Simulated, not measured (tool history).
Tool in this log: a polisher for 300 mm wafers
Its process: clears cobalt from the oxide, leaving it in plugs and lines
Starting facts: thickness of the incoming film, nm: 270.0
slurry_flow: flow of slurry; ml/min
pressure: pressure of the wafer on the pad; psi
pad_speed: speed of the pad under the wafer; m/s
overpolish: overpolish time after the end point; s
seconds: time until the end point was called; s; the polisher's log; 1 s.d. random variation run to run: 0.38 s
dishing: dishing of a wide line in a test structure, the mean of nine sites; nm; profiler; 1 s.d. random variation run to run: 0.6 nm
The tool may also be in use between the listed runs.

{"run": 1, "hour": 0.0, "slurry_flow": 220, "pressure": 2.1, "pad_speed": 0.94, "overpolish": 24, "seconds": 53.977, "dishing": 49.041}
{"run": 2, "hour": 3.0, "slurry_flow": 220, "pressure": 1.9, "pad_speed": 0.94, "overpolish": 24, "seconds": 59.874, "dishing": 48.019}
{"run": 3, "hour": 10.4, "slurry_flow": 255, "pressure": 1.9, "pad_speed": 0.94, "overpolish": 24, "seconds": 58.486, "dishing": 48.043}
{"run": 4, "hour": 12.0, "slurry_flow": 255, "pressure": 2.4, "pad_speed": 0.94, "overpolish": 24, "seconds": 48.032, "dishing": 53.049}
{"run": 5, "hour": 14.3, "slurry_flow": 255, "pressure": 2.4, "pad_speed": 0.94, "overpolish": 18, "seconds": 46.682, "dishing": 47.06}
{"run": 6, "hour": 17.6, "slurry_flow": 230, "pressure": 2.4, "pad_speed": 0.94, "overpolish": 18, "seconds": 48.658, "dishing": 45.343}
{"run": 7, "hour": 26.2, "slurry_flow": 240, "pressure": 2.5, "pad_speed": 0.94, "overpolish": 20, "seconds": 46.416, "dishing": 48.66}
{"run": 8, "hour": 27.7, "slurry_flow": 240, "pressure": 2.5, "pad_speed": 0.94, "overpolish": 20, "seconds": 47.057, "dishing": 48.842}

Run 9, settings as shown, results not yet in. Your forecast:
{"hour": 35.1, "done": "head pressure recalibrated"}
{"run": 9, "hour": 35.1, "slurry_flow": 250, "pressure": 2.6, "pad_speed": 0.94, "overpolish": 21, "seconds": "?", "dishing": "?"}

{"run 9": {"seconds": 41.803, "dishing": 52.612}}

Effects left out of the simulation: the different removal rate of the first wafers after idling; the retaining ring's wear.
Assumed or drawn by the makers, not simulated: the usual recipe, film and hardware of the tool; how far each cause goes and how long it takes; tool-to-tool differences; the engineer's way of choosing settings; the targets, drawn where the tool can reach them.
